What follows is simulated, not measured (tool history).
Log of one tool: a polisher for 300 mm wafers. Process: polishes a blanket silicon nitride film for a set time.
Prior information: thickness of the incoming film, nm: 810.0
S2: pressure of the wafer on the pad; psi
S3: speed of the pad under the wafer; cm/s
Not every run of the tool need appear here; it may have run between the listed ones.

Run 1, hour 0.0: flow of slurry (ml/min) 295, S2 4.6 psi, S3 138 cm/s, polishing time (s) 63. Result: film removed (angstrom) 1581.90.
Run 2, hour 1.3: flow of slurry (ml/min) 295, S2 4.3 psi, S3 138 cm/s, polishing time (s) 63. Result: film removed (angstrom) 1462.90.
Run 3, hour 5.4: flow of slurry (ml/min) 295, S2 4.0 psi, S3 138 cm/s, polishing time (s) 63. Result: film removed (angstrom) 1343.30.
Run 4, hour 11.7: flow of slurry (ml/min) 295, S2 4.0 psi, S3 138 cm/s, polishing time (s) 66. Result: film removed (angstrom) 1416.60.
Run 5, hour 19.5: flow of slurry (ml/min) 295, S2 4.0 psi, S3 172 cm/s, polishing time (s) 66. Result: film removed (angstrom) 1671.90.
Run 6, hour 23.0: flow of slurry (ml/min) 295, S2 3.5 psi, S3 172 cm/s, polishing time (s) 66. Result: film removed (angstrom) 1441.00.
Run 7, hour 31.4: flow of slurry (ml/min) 295, S2 3.3 psi, S3 172 cm/s, polishing time (s) 66. Result: film removed (angstrom) 1391.00.
Run 8, hour 35.9: flow of slurry (ml/min) 295, S2 3.1 psi, S3 172 cm/s, polishing time (s) 66. Result: film removed (angstrom) 1288.00.

Run 9 comes next. What will it give?
Run 9, hour 40.1: flow of slurry (ml/min) 295, S2 2.3 psi, S3 170 cm/s, polishing time (s) 66. Result: film removed (angstrom) ?.

Run 9 came out at film removed (angstrom) 960.82.
